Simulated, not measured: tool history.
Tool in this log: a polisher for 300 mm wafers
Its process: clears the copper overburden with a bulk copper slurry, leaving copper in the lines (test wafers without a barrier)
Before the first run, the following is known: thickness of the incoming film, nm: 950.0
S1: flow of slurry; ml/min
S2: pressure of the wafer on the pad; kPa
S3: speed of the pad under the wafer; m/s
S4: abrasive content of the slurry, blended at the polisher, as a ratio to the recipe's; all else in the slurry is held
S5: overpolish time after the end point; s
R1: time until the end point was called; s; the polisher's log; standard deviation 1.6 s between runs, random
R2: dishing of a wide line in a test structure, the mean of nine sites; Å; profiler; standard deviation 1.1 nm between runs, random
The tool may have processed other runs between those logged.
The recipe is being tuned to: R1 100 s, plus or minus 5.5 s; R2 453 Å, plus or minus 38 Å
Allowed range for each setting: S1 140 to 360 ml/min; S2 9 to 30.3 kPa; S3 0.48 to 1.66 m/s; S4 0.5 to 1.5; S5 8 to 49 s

run 1 hour=0 | S1=230 S2=19.3 S3=1.06 S4=1 S5=25 | R1=99.075 R2=799.61
run 2 hour=5.7 | S1=230 S2=24.1 S3=1.06 S4=1 S5=25 | R1=80.545 R2=863.92
run 3 hour=6.4 | S1=235 S2=19.3 S3=1.2 S4=1 S5=20 | R1=91.276 R2=750.83
run 4 hour=10.6 | S1=265 S2=15.9 S3=1.34 S4=1 S5=16 | R1=101.36 R2=624.85
run 5 hour=16.1 | S1=265 S2=20 S3=1.34 S4=1 S5=16 | R1=82.783 R2=728.55
run 6 hour=18.3 | S1=265 S2=20 S3=1.34 S4=1 S5=12 | R1=82.415 R2=636.52
run 7 hour=24.5 | S1=295 S2=17.9 S3=1.4 S4=1.1 S5=11 | R1=86.455 R2=597.78
run 8 hour=31 | S1=315 S2=15.9 S3=1.44 S4=1.2 S5=10 | R1=93.441 R2=509.25
run 9 hour=37.9 | S1=315 S2=15.9 S3=1.44 S4=1.2 S5=10 | R1=92.252 R2=529.66

Which single option among these 4 for the next run brings every result within its allowed miss of target? Just one does.
run A hour=44.8 | S1=335 S2=14.5 S3=1.2 S4=1.3 S5=8 | R1=? R2=?
run B hour=44.8 | S1=320 S2=13.8 S3=1.18 S4=1.35 S5=18 | R1=? R2=?
run C hour=44.8 | S1=345 S2=13.8 S3=1.66 S4=1.5 S5=8 | R1=? R2=?
run D hour=44.8 | S1=310 S2=17.9 S3=1.1 S4=1.15 S5=8 | R1=? R2=?

move=A R1=109.78 R2=389.95
move=B R1=115.85 R2=600.2
move=C R1=89.862 R2=443.19
move=D R1=97.205 R2=434.81
A: takes the biggest miss from the last run beyond its target
B: moves away from the targets compared with the last run
C: puts the biggest miss on target and leaves a different result outside tolerance
D: each result inside its tolerance
So the answer is move D, the one that meets all the targets.
